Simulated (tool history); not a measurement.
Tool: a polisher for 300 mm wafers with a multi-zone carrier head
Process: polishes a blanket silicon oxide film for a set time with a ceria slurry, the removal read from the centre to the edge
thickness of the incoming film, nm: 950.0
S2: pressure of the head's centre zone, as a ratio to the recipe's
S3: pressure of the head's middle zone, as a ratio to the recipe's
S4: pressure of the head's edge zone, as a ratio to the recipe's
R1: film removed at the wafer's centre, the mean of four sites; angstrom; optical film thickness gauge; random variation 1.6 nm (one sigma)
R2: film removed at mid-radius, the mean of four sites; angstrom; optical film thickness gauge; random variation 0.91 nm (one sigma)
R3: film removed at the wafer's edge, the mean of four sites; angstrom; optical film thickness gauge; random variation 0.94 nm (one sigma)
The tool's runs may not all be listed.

run 1 hour=0 | flow_of_slurry_(ml/min)=200 S2=1 S3=1 S4=1 polishing_time_(s)=51 | R1=1883.6 R2=1837.3 R3=1830.6
run 2 hour=1.8 | flow_of_slurry_(ml/min)=200 S2=1 S3=1.07 S4=1 polishing_time_(s)=51 | R1=1888.2 R2=1983.9 R3=1840.2
run 3 hour=3.4 | flow_of_slurry_(ml/min)=200 S2=1.06 S3=1.07 S4=1 polishing_time_(s)=51 | R1=2030 R2=1949.3 R3=1846.3
run 4 hour=10.4 | flow_of_slurry_(ml/min)=200 S2=1.06 S3=1.14 S4=1 polishing_time_(s)=51 | R1=2000.8 R2=2072.5 R3=1833.1
run 5 hour=12.5 | flow_of_slurry_(ml/min)=200 S2=1.06 S3=1.11 S4=1 polishing_time_(s)=51 | R1=2010 R2=2004.7 R3=1850.9
run 6 hour=15.6 | flow_of_slurry_(ml/min)=200 S2=1.06 S3=1.11 S4=1.07 polishing_time_(s)=51 | R1=1987.1 R2=2009.5 R3=1908.3
run 7 hour=22.6 | flow_of_slurry_(ml/min)=190 S2=1.03 S3=1.06 S4=1.08 polishing_time_(s)=47 | R1=1770.2 R2=1762.1 R3=1752
run 8 hour=24 | flow_of_slurry_(ml/min)=190 S2=1.03 S3=1.06 S4=1.08 polishing_time_(s)=47 | R1=1749.6 R2=1780 R3=1754.4
run 9 hour=25.7 | flow_of_slurry_(ml/min)=190 S2=1.03 S3=1.06 S4=1.08 polishing_time_(s)=47 | R1=1814.7 R2=1776.8 R3=1769.8
run 10 hour=26.9 | flow_of_slurry_(ml/min)=180 S2=0.99 S3=1.01 S4=1.08 polishing_time_(s)=43 | R1=1555.6 R2=1533.7 R3=1600.1
run 11 hour=30.9 | flow_of_slurry_(ml/min)=170 S2=0.97 S3=0.98 S4=1.07 polishing_time_(s)=41 | R1=1412.4 R2=1414.5 R3=1505
run 12 hour=31.7 | flow_of_slurry_(ml/min)=135 S2=0.94 S3=0.88 S4=1.01 polishing_time_(s)=34 | R1=1053.6 R2=1011.4 R3=1179.8
run 13 hour=38.2 | flow_of_slurry_(ml/min)=140 S2=0.94 S3=0.88 S4=1.02 polishing_time_(s)=34 | R1=1085.7 R2=1039.1 R3=1181.7

Run 14 comes next. What will it give?
run 14 hour=39.3 | flow_of_slurry_(ml/min)=140 S2=0.94 S3=0.88 S4=1.04 polishing_time_(s)=34 | R1=? R2=? R3=?

{"run 14": {"R1": 1076.6, "R2": 1032.1, "R3": 1177}}

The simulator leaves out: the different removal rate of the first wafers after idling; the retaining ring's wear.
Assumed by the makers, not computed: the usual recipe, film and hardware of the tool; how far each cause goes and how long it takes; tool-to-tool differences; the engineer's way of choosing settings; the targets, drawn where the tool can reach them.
